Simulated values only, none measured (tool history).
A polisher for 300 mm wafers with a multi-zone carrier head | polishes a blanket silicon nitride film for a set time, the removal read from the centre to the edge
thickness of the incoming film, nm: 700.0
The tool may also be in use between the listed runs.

| run | hour | flow of slurry (ml/min) | pressure of the head's centre zone | pressure of the head's middle zone | pressure of the head's edge zone | polishing time (s) | film removed at the wafer's centre (nm) | film removed at mid-radius (nm) | film removed at the wafer's edge (nm) |
|---|---|---|---|---|---|---|---|---|---|
| 1 | 0.0 | 140 | 1.00 | 1.00 | 1.00 | 80 | 111.03 | 111.70 | 120.40 |
| 2 | 7.5 | 155 | 1.02 | 1.04 | 1.05 | 84 | 121.08 | 124.75 | 126.18 |
| 3 | 12.1 | 140 | 1.02 | 1.04 | 1.05 | 84 | 119.31 | 120.47 | 125.43 |
| 4 | 20.5 | 140 | 1.02 | 1.04 | 1.01 | 84 | 119.25 | 121.01 | 125.17 |
| 5 | 25.1 | 145 | 1.02 | 1.04 | 1.01 | 90 | 130.53 | 130.74 | 133.98 |
| 6 | 25.8 | 145 | 1.08 | 1.04 | 1.01 | 90 | 137.76 | 130.19 | 134.34 |
| 7 | 29.8 | 155 | 1.05 | 1.03 | 1.03 | 93 | 138.09 | 137.30 | 139.90 |
| 8 | 35.8 | 160 | 1.05 | 1.02 | 1.04 | 96 | 143.13 | 137.37 | 146.48 |
| 9 | 39.4 | 170 | 1.04 | 1.03 | 1.05 | 98 | 144.87 | 144.06 | 151.96 |

Run 10 comes next. What will it give?
| 10 | 41.0 | 175 | 1.04 | 1.04 | 1.06 | 99 | ? | ? | ? |

film removed at the wafer's centre (nm): 153.09
film removed at mid-radius (nm): 149.49
film removed at the wafer's edge (nm): 152.71
